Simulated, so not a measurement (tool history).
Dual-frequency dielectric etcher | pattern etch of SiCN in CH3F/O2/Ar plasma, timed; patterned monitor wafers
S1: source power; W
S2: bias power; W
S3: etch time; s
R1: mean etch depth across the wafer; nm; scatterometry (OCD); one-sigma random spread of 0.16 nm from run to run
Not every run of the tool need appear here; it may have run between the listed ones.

run,hour,S1,S2,S3,R1
1,0.0,340,67,59.0,19.424
2,2.8,340,67,59.0,19.495
3,9.2,340,73,59.0,19.899
4,10.1,370,76,59.0,21.153
5,13.0,390,77,59.0,21.416
6,13.6,430,77,59.0,21.988
7,20.2,440,79,59.0,22.323

Run 8, settings as shown, results not yet in. Your forecast:
8,24.5,440,80,59.0,?

R1: 22.025 nm
